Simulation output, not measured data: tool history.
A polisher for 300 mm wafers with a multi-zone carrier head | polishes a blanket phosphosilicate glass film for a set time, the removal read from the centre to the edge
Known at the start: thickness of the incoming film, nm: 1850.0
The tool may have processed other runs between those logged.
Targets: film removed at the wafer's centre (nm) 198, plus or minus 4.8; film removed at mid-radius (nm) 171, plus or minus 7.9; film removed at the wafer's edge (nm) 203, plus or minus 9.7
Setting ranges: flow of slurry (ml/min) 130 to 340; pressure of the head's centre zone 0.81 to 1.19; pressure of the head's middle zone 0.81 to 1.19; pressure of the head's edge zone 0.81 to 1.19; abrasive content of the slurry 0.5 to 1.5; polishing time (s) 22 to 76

run	hour	flow of slurry (ml/min)	pressure of the head's centre zone	pressure of the head's middle zone	pressure of the head's edge zone	abrasive content of the slurry	polishing time (s)	film removed at the wafer's centre (nm)	film removed at mid-radius (nm)	film removed at the wafer's edge (nm)
1	0	220	1	1	1	1	49	358.23	361.94	351.45
2	7.3	210	1	0.96	1.01	0.9	45	302.6	296.72	303.75
3	14	210	1	1	1.01	0.9	45	299.93	300.91	305.06
4	14.9	210	1	1	1.07	0.9	45	298.52	311.34	309.85
5	19.8	205	0.99	0.96	1.03	0.8	43	263.97	256.07	269.57
6	21.6	200	0.96	0.93	0.99	0.75	43	244.8	239.42	253.9
7	29.3	190	0.96	0.9	0.98	0.7	43	229.99	218.92	240.04
8	35.8	140	0.98	0.81	0.91	0.55	43	171.6	151.81	174.81
9	39	155	0.98	0.81	0.93	0.55	43	178.27	155.7	175.86
10	45.7	165	0.97	0.81	0.98	0.55	43	181.82	161.25	188.7
11	48.4	175	0.97	0.81	0.99	0.55	43	181.46	160.47	187.67
12	55.8	180	1.02	0.84	1.08	0.65	43	224.39	195.94	228.73
13	59.5	170	1.02	0.83	1.07	0.65	43	223.22	187.8	227.13
14	68.1	165	1.01	0.83	1.05	0.65	43	215.24	188.34	227.31
15	69.7	160	1.01	0.83	1.03	0.65	43	216.21	189.49	227.06
16	73.5	160	1.01	0.83	1.02	0.65	43	214.69	187.75	221.57
17	80.8	145	1	0.81	0.99	0.5	43	158.7	135.44	162.79

Which single option among these 4 for the next run brings every result within its allowed miss of target? Just one does.
A	88.1	130	0.93	0.81	1.08	0.5	51	?	?	?
B	88.1	250	1.19	1.01	0.81	0.55	35	?	?	?
C	88.1	130	1.05	0.83	1.01	0.6	44	?	?	?
D	88.1	145	0.95	0.87	1.01	0.6	42	?	?	?

move	film removed at the wafer's centre (nm)	film removed at mid-radius (nm)	film removed at the wafer's edge (nm)
A	172.62	159.49	198.02
B	185.29	165.14	143.96
C	198.99	169.9	200.09
D	180.86	173.46	194.72
A: closer than the last run, but not yet in spec
B: closer than the last run, but not yet in spec
C: in spec on every target
D: closer than the last run, but not yet in spec
C meets every target.

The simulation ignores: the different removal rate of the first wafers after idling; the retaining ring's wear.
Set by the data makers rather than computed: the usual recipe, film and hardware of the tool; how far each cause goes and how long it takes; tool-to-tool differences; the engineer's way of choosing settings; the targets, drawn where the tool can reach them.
